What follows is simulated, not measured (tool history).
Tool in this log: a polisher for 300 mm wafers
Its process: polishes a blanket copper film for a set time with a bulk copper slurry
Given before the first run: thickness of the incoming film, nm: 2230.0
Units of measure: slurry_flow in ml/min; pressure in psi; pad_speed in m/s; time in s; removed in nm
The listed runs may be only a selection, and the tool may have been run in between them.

{"run": 1, "hour": 0.0, "slurry_flow": 270, "pressure": 3.3, "pad_speed": 1.02, "slurry_solids": 1, "time": 33, "removed": 316.41}
{"run": 2, "hour": 3.1, "slurry_flow": 270, "pressure": 3.3, "pad_speed": 1.02, "slurry_solids": 1, "time": 33, "removed": 319.09}
{"run": 3, "hour": 8.5, "slurry_flow": 270, "pressure": 3.3, "pad_speed": 1.02, "slurry_solids": 1, "time": 33, "removed": 318.13}
{"run": 4, "hour": 16.7, "slurry_flow": 270, "pressure": 3.1, "pad_speed": 1.02, "slurry_solids": 1, "time": 33, "removed": 300.27}
{"run": 5, "hour": 22.7, "slurry_flow": 270, "pressure": 2.9, "pad_speed": 1.02, "slurry_solids": 1, "time": 33, "removed": 285.21}
{"run": 6, "hour": 23.9, "slurry_flow": 270, "pressure": 3.7, "pad_speed": 1.02, "slurry_solids": 1, "time": 33, "removed": 354.08}
{"hour": 31.9, "done": "slurry blender recalibrated"}
{"run": 7, "hour": 31.9, "slurry_flow": 270, "pressure": 3.5, "pad_speed": 1.02, "slurry_solids": 1, "time": 33, "removed": 353.69}
{"run": 8, "hour": 35.8, "slurry_flow": 270, "pressure": 3.5, "pad_speed": 1.02, "slurry_solids": 1, "time": 33, "removed": 361.96}
{"run": 9, "hour": 36.6, "slurry_flow": 270, "pressure": 3.3, "pad_speed": 1.02, "slurry_solids": 1, "time": 33, "removed": 337}
{"run": 10, "hour": 42.8, "slurry_flow": 270, "pressure": 3.1, "pad_speed": 1.02, "slurry_solids": 1, "time": 33, "removed": 314.01}

Forecast run 11:
{"run": 11, "hour": 49.2, "slurry_flow": 270, "pressure": 2.9, "pad_speed": 1, "slurry_solids": 1, "time": 33, "removed": "?"}

{"run 11": {"removed": 289.99}}
